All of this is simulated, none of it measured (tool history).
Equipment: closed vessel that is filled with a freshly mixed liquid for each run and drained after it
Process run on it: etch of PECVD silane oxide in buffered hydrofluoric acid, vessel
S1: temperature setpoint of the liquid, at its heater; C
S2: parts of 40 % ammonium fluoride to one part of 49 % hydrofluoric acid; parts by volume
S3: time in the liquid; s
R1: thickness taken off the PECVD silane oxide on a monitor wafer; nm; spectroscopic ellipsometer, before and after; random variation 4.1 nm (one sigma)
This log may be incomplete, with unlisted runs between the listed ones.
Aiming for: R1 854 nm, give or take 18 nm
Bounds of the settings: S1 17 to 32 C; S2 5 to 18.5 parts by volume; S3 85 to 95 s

run  hour    S1    S2  S3      R1
  1     0    25  11.5  85  329.53
  2   6.1    25  11.5  95  368.31
  3   7.5    26  10.5  95  424.88
  4  15.1    26    13  95  346.28
  5  18.8    27    12  95  393.41
  6  19.9  27.5    11  95  441.49
  7  27.1    28  10.5  95  472.53
  8  32.2  28.5    10  95  504.19
  9  33.3    29   9.5  95  539.89
 10  41.1  29.5     9  95  575.28
 11  44.7    30   8.5  95  629.14
 12  49.5    32     6  95  977.38
 13  56.9    30     6  95  889.79

Of the 5 settings listed for the next run, only one would bring every result within its allowed miss of target. Which one?
  A  64.3  29.5  5.5  95   ?
  B  64.3    32    7  95   ?
  C  64.3  27.5    5  95   ?
  D  64.3  31.5    6  90   ?
  E  64.3    32  5.5  85   ?

move      R1
   A  928.98
   B   860.4
   C  905.86
   D  907.54
   E  946.67
A: misses by more than the last run did
B: meets every target
C: misses by more than the last run did
D: misses by more than the last run did
E: misses by more than the last run did
B meets every target.
